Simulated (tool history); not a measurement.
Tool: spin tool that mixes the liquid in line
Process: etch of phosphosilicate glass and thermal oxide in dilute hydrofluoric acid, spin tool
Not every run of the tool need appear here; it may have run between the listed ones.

| run | hour | temperature setpoint of the liquid (K) | parts of water to one part of 49 % hydrofluoric acid (parts by volume) | time under the liquid (s) | thickness taken off the phosphosilicate glass on a monitor wafer (angstrom) | thickness taken off the thermal oxide on a monitor wafer (angstrom) |
|---|---|---|---|---|---|---|
| 1 | 0.0 | 298.15 | 120 | 30 | 327.64 | 11.801 |
| 2 | 1.6 | 297.65 | 120 | 30 | 324.38 | 11.494 |
| 3 | 8.2 | 299.15 | 120 | 30 | 341.08 | 11.935 |
| 4 | 13.4 | 299.15 | 120 | 40 | 456.67 | 16.240 |
| 5 | 18.3 | 297.65 | 125 | 40 | 410.49 | 14.621 |
| 6 | 21.7 | 296.15 | 125 | 40 | 383.44 | 13.972 |

Estimate the outcome of run 7 from the log above:
| 7 | 26.5 | 296.15 | 125 | 40 | ? | ? |

{"run 7": {"thickness taken off the phosphosilicate glass on a monitor wafer (angstrom)": 385.65, "thickness taken off the thermal oxide on a monitor wafer (angstrom)": 13.196}}
